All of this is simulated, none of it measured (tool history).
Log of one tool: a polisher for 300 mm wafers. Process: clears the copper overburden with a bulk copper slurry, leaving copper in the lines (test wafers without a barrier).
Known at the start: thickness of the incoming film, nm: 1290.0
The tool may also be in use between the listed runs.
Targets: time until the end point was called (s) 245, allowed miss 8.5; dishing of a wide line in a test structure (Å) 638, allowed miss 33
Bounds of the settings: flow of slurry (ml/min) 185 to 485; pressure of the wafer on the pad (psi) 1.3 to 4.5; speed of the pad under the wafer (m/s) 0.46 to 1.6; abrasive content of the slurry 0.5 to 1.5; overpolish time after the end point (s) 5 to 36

run	day	flow of slurry (ml/min)	pressure of the wafer on the pad (psi)	speed of the pad under the wafer (m/s)	abrasive content of the slurry	overpolish time after the end point (s)	time until the end point was called (s)	dishing of a wide line in a test structure (Å)
1	0	310	2.9	1.02	1	18	143.8	812.97
2	0.133	385	2.9	1.02	1	18	143.48	849.82
3	0.208	385	2.4	1.02	1	19	169.78	731.52
4	0.288	415	2.4	1.02	1	19	168.52	726.72
5	0.546	415	2.1	1	1	21	197.76	708.57
6	0.596	415	1.9	1	1	22	214.14	686.95
7	0.771	415	1.8	1	1	22	229.84	628.75
8	1.025	410	1.8	1	1	23	224.31	672.67

4 next moves are on the table. One of them brings every result within its allowed miss. Which?
A	1.279	405	1.5	1.08	1.15	25	?	?
B	1.279	410	2	1.14	0.75	22	?	?
C	1.279	485	1.8	1.06	1.1	23	?	?
D	1.279	450	1.9	0.84	1.15	28	?	?

move	time until the end point was called (s)	dishing of a wide line in a test structure (Å)
A	247.75	639.98
B	196.29	721.62
C	209.77	697.09
D	237.56	733.41
A: meets every target
B: further off than the last run
C: further off than the last run
D: brings the result that was furthest off to its target, and leaves another outside
Answer: A
